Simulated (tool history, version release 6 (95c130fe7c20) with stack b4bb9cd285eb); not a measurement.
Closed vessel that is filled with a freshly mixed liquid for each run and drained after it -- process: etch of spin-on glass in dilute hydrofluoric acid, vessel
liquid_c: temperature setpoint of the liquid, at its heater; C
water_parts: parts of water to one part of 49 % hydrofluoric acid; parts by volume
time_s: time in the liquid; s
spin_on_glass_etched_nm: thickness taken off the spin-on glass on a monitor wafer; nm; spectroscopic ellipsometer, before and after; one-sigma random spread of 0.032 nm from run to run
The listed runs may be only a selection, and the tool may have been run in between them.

Run 1, hour 0.0: liquid_c 23.0 C, water_parts 270 parts by volume, time_s 30 s. Result: spin_on_glass_etched_nm 5.3164 nm.
Run 2, hour 8.1: liquid_c 21.5 C, water_parts 285 parts by volume, time_s 30 s. Result: spin_on_glass_etched_nm 4.6767 nm.
Run 3, hour 12.0: liquid_c 21.5 C, water_parts 285 parts by volume, time_s 30 s. Result: spin_on_glass_etched_nm 4.7691 nm.
Run 4, hour 20.7: liquid_c 20.5 C, water_parts 300 parts by volume, time_s 30 s. Result: spin_on_glass_etched_nm 4.3248 nm.
Run 5, hour 26.4: liquid_c 20.0 C, water_parts 310 parts by volume, time_s 30 s. Result: spin_on_glass_etched_nm 3.9699 nm.
Run 6, hour 27.9: liquid_c 19.5 C, water_parts 315 parts by volume, time_s 30 s. Result: spin_on_glass_etched_nm 3.8648 nm.
Run 7, hour 31.0: liquid_c 19.0 C, water_parts 320 parts by volume, time_s 30 s. Result: spin_on_glass_etched_nm 3.7590 nm.

Run 8 comes next. What will it give?
Run 8, hour 36.2: liquid_c 18.5 C, water_parts 325 parts by volume, time_s 30 s. Result: spin_on_glass_etched_nm ?.

Run 8 yielded spin_on_glass_etched_nm 3.5877 nm.
